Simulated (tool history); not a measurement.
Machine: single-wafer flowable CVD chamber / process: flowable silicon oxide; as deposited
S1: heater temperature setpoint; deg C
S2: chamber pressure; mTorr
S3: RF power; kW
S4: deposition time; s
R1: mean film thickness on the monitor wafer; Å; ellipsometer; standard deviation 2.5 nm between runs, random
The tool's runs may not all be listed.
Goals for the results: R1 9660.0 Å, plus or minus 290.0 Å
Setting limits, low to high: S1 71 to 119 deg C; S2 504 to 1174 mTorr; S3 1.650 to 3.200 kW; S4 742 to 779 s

{"run": 1, "hour": 0.0, "S1": 95, "S2": 839, "S3": 2.425, "S4": 779, "R1": 5700.3}
{"run": 2, "hour": 4.4, "S1": 95, "S2": 839, "S3": 2.165, "S4": 779, "R1": 5573.2}
{"run": 3, "hour": 7.4, "S1": 95, "S2": 839, "S3": 2.165, "S4": 779, "R1": 5594.5}
{"run": 4, "hour": 16.4, "S1": 95, "S2": 839, "S3": 2.515, "S4": 779, "R1": 5786.7}
{"run": 5, "hour": 25.1, "S1": 95, "S2": 737, "S3": 2.515, "S4": 779, "R1": 5220.2}
{"run": 6, "hour": 31.5, "S1": 91, "S2": 737, "S3": 2.515, "S4": 779, "R1": 6054.3}
{"run": 7, "hour": 36.3, "S1": 88, "S2": 739, "S3": 2.515, "S4": 779, "R1": 6811.2}
{"run": 8, "hour": 40.0, "S1": 86, "S2": 740, "S3": 2.515, "S4": 779, "R1": 7288.5}
{"run": 9, "hour": 44.4, "S1": 84, "S2": 741, "S3": 2.515, "S4": 779, "R1": 7812.9}
{"run": 10, "hour": 52.3, "S1": 83, "S2": 742, "S3": 2.515, "S4": 779, "R1": 8077.6}
{"run": 11, "hour": 58.5, "S1": 82, "S2": 743, "S3": 2.515, "S4": 779, "R1": 8408.4}
{"run": 12, "hour": 66.1, "S1": 81, "S2": 743, "S3": 2.515, "S4": 779, "R1": 8671.8}
{"run": 13, "hour": 68.7, "S1": 80, "S2": 743, "S3": 2.515, "S4": 779, "R1": 9005.6}
{"run": 14, "hour": 71.0, "S1": 79, "S2": 744, "S3": 2.515, "S4": 779, "R1": 9300.8}

Consider the 4 candidate settings below. Which is the only one whose results all fall within their allowed miss of target?
{"run": "A", "hour": 73.3, "S1": 78, "S2": 720, "S3": 1.97, "S4": 779, "R1": "?"}
{"run": "B", "hour": 73.3, "S1": 76, "S2": 665, "S3": 2.94, "S4": 779, "R1": "?"}
{"run": "C", "hour": 73.3, "S1": 76, "S2": 613, "S3": 2.62, "S4": 779, "R1": "?"}
{"run": "D", "hour": 73.3, "S1": 84, "S2": 885, "S3": 2.395, "S4": 770, "R1": "?"}

move=A R1=8905.6
move=B R1=9570.8
move=C R1=8909.7
move=D R1=8808.8
A: its largest miss is bigger than the last run's
B: all results in spec
C: its largest miss is bigger than the last run's
D: its largest miss is bigger than the last run's
So the answer is move B, the one that meets all the targets.
